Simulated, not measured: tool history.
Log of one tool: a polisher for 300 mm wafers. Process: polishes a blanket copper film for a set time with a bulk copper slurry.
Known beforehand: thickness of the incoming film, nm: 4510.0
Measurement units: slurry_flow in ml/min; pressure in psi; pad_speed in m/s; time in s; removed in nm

| run | hour | slurry_flow | pressure | pad_speed | slurry_solids | time | removed |
|---|---|---|---|---|---|---|---|
| 1 | 0 | 275 | 3.3 | 0.92 | 1 | 114 | 817.13 |
| 2 | 4.2 | 310 | 3.3 | 0.92 | 1 | 114 | 853.25 |
| 3 | 13.1 | 350 | 3.3 | 0.92 | 1 | 114 | 809.92 |
| 4 | 17.3 | 350 | 3.2 | 0.92 | 1 | 114 | 782.58 |
| 5 | 23.2 | 350 | 3.1 | 0.92 | 1 | 114 | 789 |
| 6 | 29.9 | 350 | 3.1 | 0.92 | 1 | 120 | 811.58 |
| 7 | 38.1 | 350 | 3 | 0.92 | 1 | 120 | 807.09 |

Expected results for the next run?
| 8 | 43.5 | 350 | 2.9 | 0.92 | 1 | 120 | ? |

removed: 762.37 nm
